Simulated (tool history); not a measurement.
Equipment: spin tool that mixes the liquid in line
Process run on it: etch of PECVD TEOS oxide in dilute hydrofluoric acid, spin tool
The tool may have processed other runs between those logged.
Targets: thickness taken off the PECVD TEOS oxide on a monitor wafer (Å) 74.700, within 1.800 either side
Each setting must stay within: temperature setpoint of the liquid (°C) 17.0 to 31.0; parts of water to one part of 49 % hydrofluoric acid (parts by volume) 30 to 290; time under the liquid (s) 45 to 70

| run | hour | temperature setpoint of the liquid (°C) | parts of water to one part of 49 % hydrofluoric acid (parts by volume) | time under the liquid (s) | thickness taken off the PECVD TEOS oxide on a monitor wafer (Å) |
|---|---|---|---|---|---|
| 1 | 0.0 | 23.0 | 160 | 70 | 102.510 |
| 2 | 6.3 | 23.0 | 160 | 70 | 103.310 |
| 3 | 14.8 | 21.5 | 165 | 70 | 93.562 |
| 4 | 20.2 | 20.5 | 165 | 70 | 90.771 |
| 5 | 22.3 | 19.5 | 170 | 70 | 83.996 |
| 6 | 26.9 | 19.5 | 170 | 45 | 53.834 |
| 7 | 32.7 | 20.5 | 170 | 45 | 56.270 |
| 8 | 36.2 | 22.0 | 170 | 45 | 60.064 |
| 9 | 38.3 | 22.0 | 170 | 45 | 59.737 |
| 10 | 41.7 | 23.5 | 170 | 45 | 62.802 |
| 11 | 46.1 | 25.0 | 170 | 45 | 66.728 |
| 12 | 52.5 | 26.0 | 170 | 45 | 69.038 |
| 13 | 60.5 | 26.0 | 170 | 45 | 69.025 |

Pick the move, out of 4, that brings all results within their allowed miss; only one does.
| A | 68.5 | 26.5 | 230 | 55 | ? |
| B | 68.5 | 27.5 | 205 | 55 | ? |
| C | 68.5 | 24.0 | 200 | 60 | ? |
| D | 68.5 | 24.5 | 180 | 55 | ? |

| move | thickness taken off the PECVD TEOS oxide on a monitor wafer (Å) |
|---|---|
| A | 58.978 |
| B | 70.508 |
| C | 69.850 |
| D | 74.079 |
A: the biggest miss grows against the last run
B: closes in on the targets versus the last run, not all within tolerance yet
C: closes in on the targets versus the last run, not all within tolerance yet
D: meets every target
Correct choice: D, which meets every target

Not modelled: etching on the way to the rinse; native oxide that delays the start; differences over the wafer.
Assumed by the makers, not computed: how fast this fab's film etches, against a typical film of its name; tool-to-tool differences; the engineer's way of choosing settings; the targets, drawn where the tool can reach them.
